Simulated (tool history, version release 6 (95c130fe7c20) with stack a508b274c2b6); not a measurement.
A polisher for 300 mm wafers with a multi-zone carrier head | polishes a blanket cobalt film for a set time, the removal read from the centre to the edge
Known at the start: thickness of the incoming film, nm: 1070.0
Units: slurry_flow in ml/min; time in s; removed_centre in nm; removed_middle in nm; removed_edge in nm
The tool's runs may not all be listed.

run  hour  slurry_flow  centre_zone  middle_zone  edge_zone  time  removed_centre  removed_middle  removed_edge
  1   0.0          250         1.00         1.00       1.00    41          216.74          218.79        218.38
  2   5.4          250         1.00         1.00       0.96    41          219.76          225.40        221.71
  3  11.0          245         0.96         1.02       0.96    38          194.41          204.72        200.84
  4  15.3          215         0.96         1.02       0.96    38          193.95          211.26        198.86
  5  23.3          210         0.92         1.04       0.99    36          171.49          197.94        188.39
  6  27.2          210         0.92         1.04       0.99    41          193.68          226.33        220.58

The next listed run, before its measurement:
  7  31.4          205         0.90         1.05       0.99    38               ?               ?             ?

{"run 7": {"removed_centre": 176.67, "removed_middle": 215.09, "removed_edge": 197.38}}

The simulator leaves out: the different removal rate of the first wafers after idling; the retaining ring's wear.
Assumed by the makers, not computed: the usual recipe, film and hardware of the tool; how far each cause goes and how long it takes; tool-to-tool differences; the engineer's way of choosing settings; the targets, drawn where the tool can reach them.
